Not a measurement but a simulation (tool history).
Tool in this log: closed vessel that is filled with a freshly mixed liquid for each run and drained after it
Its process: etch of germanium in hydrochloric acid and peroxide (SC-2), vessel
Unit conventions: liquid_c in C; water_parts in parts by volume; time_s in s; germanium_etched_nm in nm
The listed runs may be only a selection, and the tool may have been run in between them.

{"run": 1, "hour": 0.0, "liquid_c": 60.0, "water_parts": 10.0, "time_s": 95, "germanium_etched_nm": 249.74}
{"run": 2, "hour": 7.3, "liquid_c": 55.0, "water_parts": 10.0, "time_s": 95, "germanium_etched_nm": 215.13}
{"run": 3, "hour": 15.9, "liquid_c": 58.0, "water_parts": 10.0, "time_s": 95, "germanium_etched_nm": 235.38}
{"run": 4, "hour": 24.2, "liquid_c": 60.5, "water_parts": 10.0, "time_s": 95, "germanium_etched_nm": 254.37}
{"run": 5, "hour": 26.8, "liquid_c": 60.5, "water_parts": 12.0, "time_s": 95, "germanium_etched_nm": 248.65}
{"run": 6, "hour": 36.1, "liquid_c": 54.0, "water_parts": 12.0, "time_s": 95, "germanium_etched_nm": 205.33}
{"run": 7, "hour": 43.0, "liquid_c": 57.5, "water_parts": 12.0, "time_s": 95, "germanium_etched_nm": 226.68}

Run 8, settings as shown, results not yet in. Your forecast:
{"run": 8, "hour": 47.5, "liquid_c": 65.5, "water_parts": 11.5, "time_s": 95, "germanium_etched_nm": "?"}

{"run 8": {"germanium_etched_nm": 288.61}}
